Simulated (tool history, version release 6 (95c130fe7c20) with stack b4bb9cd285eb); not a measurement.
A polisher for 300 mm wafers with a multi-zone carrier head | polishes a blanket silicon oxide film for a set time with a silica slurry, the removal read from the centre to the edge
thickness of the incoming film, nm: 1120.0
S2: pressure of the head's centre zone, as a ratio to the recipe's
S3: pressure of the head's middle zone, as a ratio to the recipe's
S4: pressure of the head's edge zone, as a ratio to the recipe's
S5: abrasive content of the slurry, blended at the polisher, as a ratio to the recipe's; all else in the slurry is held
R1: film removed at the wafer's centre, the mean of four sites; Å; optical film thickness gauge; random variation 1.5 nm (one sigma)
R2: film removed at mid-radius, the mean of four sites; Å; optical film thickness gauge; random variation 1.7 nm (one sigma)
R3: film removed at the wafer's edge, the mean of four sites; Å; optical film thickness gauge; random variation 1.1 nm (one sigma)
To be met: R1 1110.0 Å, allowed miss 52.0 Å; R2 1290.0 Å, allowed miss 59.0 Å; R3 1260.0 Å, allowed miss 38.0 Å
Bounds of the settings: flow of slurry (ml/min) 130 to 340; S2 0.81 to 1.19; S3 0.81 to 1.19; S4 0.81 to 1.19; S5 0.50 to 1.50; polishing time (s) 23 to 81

run 1 hour=0.0 | flow_of_slurry_(ml/min)=220 S2=1.00 S3=1.00 S4=1.00 S5=1.00 polishing_time_(s)=52 | R1=1533.7 R2=1573.7 R3=1573.6
run 2 hour=6.8 | flow_of_slurry_(ml/min)=215 S2=0.98 S3=1.00 S4=0.99 S5=0.95 polishing_time_(s)=52 | R1=1484.5 R2=1523.9 R3=1525.1
run 3 hour=8.8 | flow_of_slurry_(ml/min)=210 S2=0.96 S3=1.00 S4=0.98 S5=0.90 polishing_time_(s)=52 | R1=1406.5 R2=1512.2 R3=1471.6
run 4 hour=16.4 | flow_of_slurry_(ml/min)=210 S2=0.96 S3=1.04 S4=0.98 S5=0.90 polishing_time_(s)=52 | R1=1395.3 R2=1526.6 R3=1461.8
run 5 hour=20.0 | flow_of_slurry_(ml/min)=210 S2=0.96 S3=1.04 S4=0.98 S5=0.90 polishing_time_(s)=65 | R1=1741.0 R2=1951.3 R3=1875.6
run 6 hour=22.1 | flow_of_slurry_(ml/min)=205 S2=0.95 S3=1.03 S4=0.97 S5=0.85 polishing_time_(s)=64 | R1=1648.4 R2=1824.9 R3=1744.8
run 7 hour=29.7 | flow_of_slurry_(ml/min)=200 S2=0.93 S3=1.02 S4=0.97 S5=0.80 polishing_time_(s)=63 | R1=1535.4 R2=1725.5 R3=1665.3
run 8 hour=38.1 | flow_of_slurry_(ml/min)=195 S2=0.92 S3=1.01 S4=0.96 S5=0.75 polishing_time_(s)=63 | R1=1505.1 R2=1640.1 R3=1609.3
run 9 hour=42.0 | flow_of_slurry_(ml/min)=190 S2=0.91 S3=1.01 S4=0.96 S5=0.70 polishing_time_(s)=63 | R1=1378.2 R2=1594.1 R3=1523.5
run 10 hour=46.3 | flow_of_slurry_(ml/min)=185 S2=0.90 S3=1.00 S4=0.95 S5=0.70 polishing_time_(s)=63 | R1=1375.9 R2=1563.3 R3=1522.3
run 11 hour=48.6 | flow_of_slurry_(ml/min)=180 S2=0.89 S3=0.99 S4=0.94 S5=0.70 polishing_time_(s)=63 | R1=1334.1 R2=1523.3 R3=1534.7
run 12 hour=56.9 | flow_of_slurry_(ml/min)=180 S2=0.89 S3=0.99 S4=0.94 S5=0.65 polishing_time_(s)=63 | R1=1299.0 R2=1452.6 R3=1432.1
run 13 hour=61.7 | flow_of_slurry_(ml/min)=180 S2=0.89 S3=0.99 S4=0.94 S5=0.65 polishing_time_(s)=63 | R1=1317.3 R2=1456.9 R3=1464.7
run 14 hour=64.4 | flow_of_slurry_(ml/min)=180 S2=0.88 S3=0.99 S4=0.93 S5=0.65 polishing_time_(s)=63 | R1=1268.8 R2=1509.4 R3=1441.2
run 15 hour=68.2 | flow_of_slurry_(ml/min)=180 S2=0.88 S3=0.99 S4=0.93 S5=0.65 polishing_time_(s)=63 | R1=1303.1 R2=1505.8 R3=1464.7
run 16 hour=72.6 | flow_of_slurry_(ml/min)=175 S2=0.88 S3=0.99 S4=0.92 S5=0.65 polishing_time_(s)=63 | R1=1283.2 R2=1511.7 R3=1430.9
run 17 hour=81.2 | flow_of_slurry_(ml/min)=170 S2=0.87 S3=0.98 S4=0.91 S5=0.65 polishing_time_(s)=63 | R1=1275.7 R2=1462.0 R3=1439.2
run 18 hour=86.8 | flow_of_slurry_(ml/min)=170 S2=0.87 S3=0.98 S4=0.90 S5=0.65 polishing_time_(s)=63 | R1=1222.7 R2=1447.5 R3=1396.5
run 19 hour=93.4 | flow_of_slurry_(ml/min)=170 S2=0.87 S3=0.97 S4=0.89 S5=0.65 polishing_time_(s)=63 | R1=1261.3 R2=1448.3 R3=1406.8
run 20 hour=96.8 | flow_of_slurry_(ml/min)=160 S2=0.83 S3=0.95 S4=0.86 S5=0.50 polishing_time_(s)=61 | R1=989.2 R2=1160.5 R3=1154.8
run 21 hour=98.5 | flow_of_slurry_(ml/min)=165 S2=0.84 S3=0.96 S4=0.87 S5=0.50 polishing_time_(s)=61 | R1=1007.0 R2=1196.2 R3=1165.1

4 next moves are on the table. One of them brings every result within its allowed miss. Which?
run A hour=100.2 | flow_of_slurry_(ml/min)=155 S2=0.93 S3=1.02 S4=0.81 S5=0.55 polishing_time_(s)=65 | R1=? R2=? R3=?
run B hour=100.2 | flow_of_slurry_(ml/min)=170 S2=0.95 S3=0.92 S4=0.82 S5=0.55 polishing_time_(s)=63 | R1=? R2=? R3=?
run C hour=100.2 | flow_of_slurry_(ml/min)=255 S2=0.86 S3=0.97 S4=0.90 S5=0.60 polishing_time_(s)=56 | R1=? R2=? R3=?
run D hour=100.2 | flow_of_slurry_(ml/min)=140 S2=0.92 S3=1.03 S4=0.85 S5=0.50 polishing_time_(s)=63 | R1=? R2=? R3=?

move=A R1=1253.8 R2=1394.8 R3=1247.0
move=B R1=1258.0 R2=1254.8 R3=1227.6
move=C R1=1120.0 R2=1283.9 R3=1236.7
move=D R1=1118.2 R2=1270.4 R3=1155.0
A: brings the result that was furthest off to its target, and leaves another outside
B: brings the result that was furthest off to its target, and leaves another outside
C: meets every target
D: further off than the last run
The right move is C.

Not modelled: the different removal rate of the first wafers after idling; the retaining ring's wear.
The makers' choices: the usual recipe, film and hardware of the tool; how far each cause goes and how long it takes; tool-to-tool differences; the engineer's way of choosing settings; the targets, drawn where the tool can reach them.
